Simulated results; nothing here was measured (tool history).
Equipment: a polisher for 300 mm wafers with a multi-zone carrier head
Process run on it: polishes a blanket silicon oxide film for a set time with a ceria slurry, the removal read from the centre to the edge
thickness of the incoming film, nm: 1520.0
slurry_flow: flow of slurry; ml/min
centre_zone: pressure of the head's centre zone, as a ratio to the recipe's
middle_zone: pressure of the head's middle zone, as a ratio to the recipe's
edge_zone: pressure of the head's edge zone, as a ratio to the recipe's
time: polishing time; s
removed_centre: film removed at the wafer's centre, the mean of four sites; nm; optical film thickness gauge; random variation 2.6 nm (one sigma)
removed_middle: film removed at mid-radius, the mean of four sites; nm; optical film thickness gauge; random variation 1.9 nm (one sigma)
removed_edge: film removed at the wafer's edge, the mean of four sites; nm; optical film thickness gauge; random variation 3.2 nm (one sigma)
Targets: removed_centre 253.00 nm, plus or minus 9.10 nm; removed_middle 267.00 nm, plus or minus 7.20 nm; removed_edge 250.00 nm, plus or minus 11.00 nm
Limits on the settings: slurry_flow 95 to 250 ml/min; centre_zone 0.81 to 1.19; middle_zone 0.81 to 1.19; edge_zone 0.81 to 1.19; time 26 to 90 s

{"run": 1, "day": 0.0, "slurry_flow": 160, "centre_zone": 1.0, "middle_zone": 1.0, "edge_zone": 1.0, "time": 58, "removed_centre": 389.18, "removed_middle": 387.4, "removed_edge": 411.18}
{"run": 2, "day": 0.233, "slurry_flow": 160, "centre_zone": 1.0, "middle_zone": 1.0, "edge_zone": 1.0, "time": 51, "removed_centre": 348.77, "removed_middle": 345.99, "removed_edge": 351.9}
{"run": 3, "day": 0.392, "slurry_flow": 160, "centre_zone": 1.0, "middle_zone": 0.92, "edge_zone": 1.0, "time": 51, "removed_centre": 349.6, "removed_middle": 320.4, "removed_edge": 366.0}
{"run": 4, "day": 0.629, "slurry_flow": 160, "centre_zone": 1.0, "middle_zone": 0.92, "edge_zone": 0.94, "time": 51, "removed_centre": 350.49, "removed_middle": 321.26, "removed_edge": 346.0}
{"run": 5, "day": 0.775, "slurry_flow": 160, "centre_zone": 1.06, "middle_zone": 0.92, "edge_zone": 0.94, "time": 51, "removed_centre": 374.31, "removed_middle": 318.02, "removed_edge": 340.59}
{"run": 6, "day": 1.042, "slurry_flow": 160, "centre_zone": 1.06, "middle_zone": 0.88, "edge_zone": 0.94, "time": 51, "removed_centre": 367.71, "removed_middle": 311.67, "removed_edge": 338.95}
{"run": 7, "day": 1.217, "slurry_flow": 155, "centre_zone": 1.03, "middle_zone": 0.91, "edge_zone": 0.91, "time": 48, "removed_centre": 333.04, "removed_middle": 299.0, "removed_edge": 320.42}
{"run": 8, "day": 1.279, "slurry_flow": 155, "centre_zone": 1.02, "middle_zone": 0.93, "edge_zone": 0.89, "time": 46, "removed_centre": 316.94, "removed_middle": 290.31, "removed_edge": 304.02}
{"run": 9, "day": 1.408, "slurry_flow": 150, "centre_zone": 1.01, "middle_zone": 0.95, "edge_zone": 0.87, "time": 44, "removed_centre": 301.31, "removed_middle": 276.15, "removed_edge": 287.48}
{"run": 10, "day": 1.438, "slurry_flow": 145, "centre_zone": 1.0, "middle_zone": 0.98, "edge_zone": 0.86, "time": 43, "removed_centre": 293.63, "removed_middle": 279.06, "removed_edge": 284.31}
{"run": 11, "day": 1.612, "slurry_flow": 145, "centre_zone": 1.0, "middle_zone": 0.98, "edge_zone": 0.86, "time": 43, "removed_centre": 289.58, "removed_middle": 278.37, "removed_edge": 270.87}
{"run": 12, "day": 1.733, "slurry_flow": 135, "centre_zone": 0.99, "middle_zone": 0.99, "edge_zone": 0.85, "time": 43, "removed_centre": 280.44, "removed_middle": 278.23, "removed_edge": 268.72}
{"run": 13, "day": 2.029, "slurry_flow": 135, "centre_zone": 0.99, "middle_zone": 0.99, "edge_zone": 0.85, "time": 43, "removed_centre": 284.37, "removed_middle": 280.2, "removed_edge": 270.8}
{"run": 14, "day": 2.233, "slurry_flow": 110, "centre_zone": 0.94, "middle_zone": 1.01, "edge_zone": 0.81, "time": 40, "removed_centre": 234.65, "removed_middle": 251.94, "removed_edge": 238.61}
{"run": 15, "day": 2.55, "slurry_flow": 115, "centre_zone": 0.94, "middle_zone": 1.01, "edge_zone": 0.81, "time": 40, "removed_centre": 238.93, "removed_middle": 258.23, "removed_edge": 241.27}
{"run": 16, "day": 2.654, "slurry_flow": 120, "centre_zone": 0.94, "middle_zone": 1.01, "edge_zone": 0.81, "time": 40, "removed_centre": 240.78, "removed_middle": 256.39, "removed_edge": 245.09}

Which single option among these 5 for the next run brings every result within its allowed miss of target? Just one does.
{"run": "A", "day": 2.758, "slurry_flow": 115, "centre_zone": 0.96, "middle_zone": 1.03, "edge_zone": 0.81, "time": 41, "removed_centre": "?", "removed_middle": "?", "removed_edge": "?"}
{"run": "B", "day": 2.758, "slurry_flow": 120, "centre_zone": 0.92, "middle_zone": 0.93, "edge_zone": 0.85, "time": 40, "removed_centre": "?", "removed_middle": "?", "removed_edge": "?"}
{"run": "C", "day": 2.758, "slurry_flow": 95, "centre_zone": 0.95, "middle_zone": 1.05, "edge_zone": 0.87, "time": 40, "removed_centre": "?", "removed_middle": "?", "removed_edge": "?"}
{"run": "D", "day": 2.758, "slurry_flow": 100, "centre_zone": 0.93, "middle_zone": 0.9, "edge_zone": 0.84, "time": 43, "removed_centre": "?", "removed_middle": "?", "removed_edge": "?"}
{"run": "E", "day": 2.758, "slurry_flow": 130, "centre_zone": 0.88, "middle_zone": 0.88, "edge_zone": 0.81, "time": 43, "removed_centre": "?", "removed_middle": "?", "removed_edge": "?"}

move=A removed_centre=254.30 removed_middle=264.25 removed_edge=251.23
move=B removed_centre=240.12 removed_middle=240.14 removed_edge=252.35
move=C removed_centre=232.58 removed_middle=249.71 removed_edge=244.88
move=D removed_centre=248.28 removed_middle=240.95 removed_edge=262.00
move=E removed_centre=251.55 removed_middle=251.63 removed_edge=268.94
A: every result within its allowed miss
B: lands further from the targets than the last run did
C: lands further from the targets than the last run did
D: lands further from the targets than the last run did
E: lands further from the targets than the last run did
A meets every target.
